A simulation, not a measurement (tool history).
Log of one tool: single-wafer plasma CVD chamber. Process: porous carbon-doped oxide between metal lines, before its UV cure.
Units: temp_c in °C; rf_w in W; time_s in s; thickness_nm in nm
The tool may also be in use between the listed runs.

run,day,temp_c,rf_w,time_s,thickness_nm
1,0,295,650,57,362.46
2,0.358,288,650,57,382.26
3,0.7,291,640,57,371.73
4,1.071,291,550,57,328.16
5,1.246,292,550,57,328.43
6,1.571,292,460,57,282.71
7,1.892,292,460,57,280.47

Run 8 comes next. What will it give?
8,1.925,291,460,57,?

Run 8 gave thickness_nm 283.97 nm.
